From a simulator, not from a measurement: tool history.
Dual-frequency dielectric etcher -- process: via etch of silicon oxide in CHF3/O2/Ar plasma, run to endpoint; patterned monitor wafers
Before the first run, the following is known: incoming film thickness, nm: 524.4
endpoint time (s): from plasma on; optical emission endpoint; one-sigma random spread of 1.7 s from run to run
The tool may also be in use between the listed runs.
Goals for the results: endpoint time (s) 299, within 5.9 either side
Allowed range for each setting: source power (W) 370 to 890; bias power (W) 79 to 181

run 1 day=0 | source_power_(W)=630 bias_power_(W)=130 | endpoint_time_(s)=281.08
run 2 day=0.225 | source_power_(W)=700 bias_power_(W)=130 | endpoint_time_(s)=261.24
run 3 day=0.483 | source_power_(W)=700 bias_power_(W)=111 | endpoint_time_(s)=278.99
run 4 day=0.858 | source_power_(W)=760 bias_power_(W)=111 | endpoint_time_(s)=265.88
run 5 day=1.054 | source_power_(W)=820 bias_power_(W)=111 | endpoint_time_(s)=254.7
run 6 day=1.108 | source_power_(W)=820 bias_power_(W)=125 | endpoint_time_(s)=245.41
run 7 day=1.283 | source_power_(W)=770 bias_power_(W)=123 | endpoint_time_(s)=253.03
run 8 day=1.546 | source_power_(W)=730 bias_power_(W)=122 | endpoint_time_(s)=263.57
-- day=1.654 source power generator calibrated
run 9 day=1.654 | source_power_(W)=700 bias_power_(W)=121 | endpoint_time_(s)=262.22
run 10 day=2.017 | source_power_(W)=660 bias_power_(W)=119 | endpoint_time_(s)=271.99
run 11 day=2.275 | source_power_(W)=630 bias_power_(W)=117 | endpoint_time_(s)=280.95
run 12 day=2.596 | source_power_(W)=610 bias_power_(W)=116 | endpoint_time_(s)=288.19
run 13 day=2.679 | source_power_(W)=600 bias_power_(W)=116 | endpoint_time_(s)=290.52

Below are 4 possible settings for the next run. Only one of them brings all results inside the allowed miss of their targets. Which is it?
run A day=2.762 | source_power_(W)=540 bias_power_(W)=107 | endpoint_time_(s)=?
run B day=2.762 | source_power_(W)=580 bias_power_(W)=115 | endpoint_time_(s)=?
run C day=2.762 | source_power_(W)=530 bias_power_(W)=113 | endpoint_time_(s)=?
run D day=2.762 | source_power_(W)=510 bias_power_(W)=122 | endpoint_time_(s)=?

move=A endpoint_time_(s)=321.42
move=B endpoint_time_(s)=300.5
move=C endpoint_time_(s)=319.73
move=D endpoint_time_(s)=319.82
A: takes the result that was furthest off past its target
B: every result within its allowed miss
C: takes the result that was furthest off past its target
D: takes the result that was furthest off past its target
B is the move that brings every result within its allowed miss.

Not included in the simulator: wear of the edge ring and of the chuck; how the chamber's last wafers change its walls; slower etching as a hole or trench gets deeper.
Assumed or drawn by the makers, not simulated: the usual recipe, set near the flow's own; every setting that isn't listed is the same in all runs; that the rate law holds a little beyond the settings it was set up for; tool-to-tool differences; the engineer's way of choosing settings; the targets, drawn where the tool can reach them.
